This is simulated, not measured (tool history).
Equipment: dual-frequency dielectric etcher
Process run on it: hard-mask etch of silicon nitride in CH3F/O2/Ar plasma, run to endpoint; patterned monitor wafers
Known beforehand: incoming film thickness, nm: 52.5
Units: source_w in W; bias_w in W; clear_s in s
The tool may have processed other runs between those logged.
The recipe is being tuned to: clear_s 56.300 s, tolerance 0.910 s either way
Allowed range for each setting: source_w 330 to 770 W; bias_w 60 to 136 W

run	hour	source_w	bias_w	clear_s
1	0.0	550	98	64.077
2	0.8	570	99	62.951
3	8.7	590	99	61.737
4	12.5	590	107	60.358
5	18.7	600	107	60.572
6	23.3	610	108	59.332
7	31.8	620	108	59.099
8	33.5	630	108	58.359
9	37.1	640	108	58.239
10	40.7	650	108	57.823

4 candidate next runs follow, results not yet known. Just one meets every target within its allowed miss. Identify it.
A	44.3	570	111	?
B	44.3	580	120	?
C	44.3	740	98	?
D	44.3	590	117	?

move	clear_s
A	60.598
B	58.967
C	55.832
D	58.914
A: moves away from the targets compared with the last run
B: moves away from the targets compared with the last run
C: in spec on every target
D: moves away from the targets compared with the last run
So the answer is move C, the one that meets all the targets.
